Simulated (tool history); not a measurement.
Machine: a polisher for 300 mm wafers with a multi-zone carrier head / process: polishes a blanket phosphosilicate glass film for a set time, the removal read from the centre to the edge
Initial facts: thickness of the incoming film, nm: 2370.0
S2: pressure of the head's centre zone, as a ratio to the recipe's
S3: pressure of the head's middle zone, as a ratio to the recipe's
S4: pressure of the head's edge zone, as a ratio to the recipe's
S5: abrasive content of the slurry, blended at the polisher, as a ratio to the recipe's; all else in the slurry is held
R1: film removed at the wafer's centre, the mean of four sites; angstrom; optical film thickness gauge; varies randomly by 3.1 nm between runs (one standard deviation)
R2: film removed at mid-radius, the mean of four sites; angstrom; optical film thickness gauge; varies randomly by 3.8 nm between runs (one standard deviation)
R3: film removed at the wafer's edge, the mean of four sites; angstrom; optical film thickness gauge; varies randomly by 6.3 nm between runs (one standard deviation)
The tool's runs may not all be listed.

Run 1, day 0.000: flow of slurry (ml/min) 320, S2 1.00, S3 1.00, S4 1.00, S5 1.0, polishing time (s) 67. Result: R1 7883.7 angstrom, R2 7910.0 angstrom, R3 7963.3 angstrom.
Run 2, day 0.296: flow of slurry (ml/min) 320, S2 1.00, S3 1.00, S4 0.95, S5 1.0, polishing time (s) 67. Result: R1 7845.5 angstrom, R2 7981.9 angstrom, R3 7694.2 angstrom.
Run 3, day 0.558: flow of slurry (ml/min) 315, S2 0.97, S3 0.99, S4 0.93, S5 0.9, polishing time (s) 67. Result: R1 7106.2 angstrom, R2 7286.9 angstrom, R3 7025.6 angstrom.
Run 4, day 0.879: flow of slurry (ml/min) 315, S2 0.97, S3 0.99, S4 0.93, S5 0.9, polishing time (s) 53. Result: R1 5535.7 angstrom, R2 5782.9 angstrom, R3 5643.4 angstrom.
Run 5, day 1.246: flow of slurry (ml/min) 310, S2 0.96, S3 1.01, S4 0.93, S5 0.9, polishing time (s) 53. Result: R1 5552.5 angstrom, R2 5864.8 angstrom, R3 5711.0 angstrom.
Run 6, day 1.279: flow of slurry (ml/min) 310, S2 0.96, S3 1.01, S4 1.01, S5 0.9, polishing time (s) 53. Result: R1 5543.3 angstrom, R2 5792.8 angstrom, R3 5735.3 angstrom.
Run 7, day 1.429: flow of slurry (ml/min) 305, S2 0.95, S3 1.03, S4 1.00, S5 0.9, polishing time (s) 53. Result: R1 5505.0 angstrom, R2 5940.9 angstrom, R3 5688.9 angstrom.
Run 8, day 1.554: flow of slurry (ml/min) 300, S2 0.94, S3 1.04, S4 1.00, S5 0.9, polishing time (s) 53. Result: R1 5347.2 angstrom, R2 5913.7 angstrom, R3 5748.2 angstrom.
Run 9, day 1.779: flow of slurry (ml/min) 300, S2 0.94, S3 1.05, S4 0.98, S5 0.9, polishing time (s) 53. Result: R1 5359.9 angstrom, R2 5924.8 angstrom, R3 5620.0 angstrom.

Run 10 comes next. What will it give?
Run 10, day 1.929: flow of slurry (ml/min) 300, S2 0.93, S3 1.06, S4 0.98, S5 0.9, polishing time (s) 53. Result: R1 ?, R2 ?, R3 ?.

{"run 10": {"R1": 5311.4, "R2": 5976.3, "R3": 5649.3}}

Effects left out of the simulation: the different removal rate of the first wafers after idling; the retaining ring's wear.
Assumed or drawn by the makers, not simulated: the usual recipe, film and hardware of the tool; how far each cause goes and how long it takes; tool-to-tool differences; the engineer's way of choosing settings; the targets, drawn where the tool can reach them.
